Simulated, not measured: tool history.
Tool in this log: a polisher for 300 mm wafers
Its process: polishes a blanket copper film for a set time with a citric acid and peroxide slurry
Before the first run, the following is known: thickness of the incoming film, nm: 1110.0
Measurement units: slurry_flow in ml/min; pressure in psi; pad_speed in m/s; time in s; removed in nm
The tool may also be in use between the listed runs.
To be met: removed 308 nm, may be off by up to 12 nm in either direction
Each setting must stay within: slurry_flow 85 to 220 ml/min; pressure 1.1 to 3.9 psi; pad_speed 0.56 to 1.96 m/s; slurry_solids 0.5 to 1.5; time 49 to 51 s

| run | day | slurry_flow | pressure | pad_speed | slurry_solids | time | removed |
|---|---|---|---|---|---|---|---|
| 1 | 0 | 140 | 2.5 | 1.26 | 1 | 49 | 141.76 |
| 2 | 0.129 | 140 | 2.5 | 1.58 | 1 | 49 | 173.83 |
| 3 | 0.221 | 140 | 2.5 | 1.76 | 1 | 49 | 194.02 |
| 4 | 0.588 | 145 | 2.8 | 1.78 | 1 | 49 | 220.52 |
| 5 | 0.754 | 145 | 2.8 | 1.96 | 1 | 49 | 243.81 |
| 6 | 0.8 | 150 | 3 | 1.96 | 1 | 49 | 258.69 |
| 7 | 1.025 | 150 | 3.2 | 1.96 | 1 | 49 | 275.36 |
| 8 | 1.221 | 150 | 3.3 | 1.96 | 1 | 49 | 289.55 |
| 9 | 1.267 | 150 | 3.4 | 1.96 | 1 | 49 | 291.69 |

4 candidate next runs follow, results not yet known. Just one meets every target within its allowed miss. Identify it.
| A | 1.312 | 105 | 3.4 | 1.84 | 1.3 | 49 | ? |
| B | 1.312 | 155 | 3.2 | 1.92 | 1.05 | 49 | ? |
| C | 1.312 | 150 | 3.6 | 1.9 | 1 | 50 | ? |
| D | 1.312 | 150 | 3.6 | 1.8 | 0.85 | 49 | ? |

| move | removed |
|---|---|
| A | 283.93 |
| B | 276.85 |
| C | 309.25 |
| D | 276.59 |
A: its largest miss is bigger than the last run's
B: its largest miss is bigger than the last run's
C: all results land within tolerance of their targets
D: its largest miss is bigger than the last run's
Go with C: it meets all targets.

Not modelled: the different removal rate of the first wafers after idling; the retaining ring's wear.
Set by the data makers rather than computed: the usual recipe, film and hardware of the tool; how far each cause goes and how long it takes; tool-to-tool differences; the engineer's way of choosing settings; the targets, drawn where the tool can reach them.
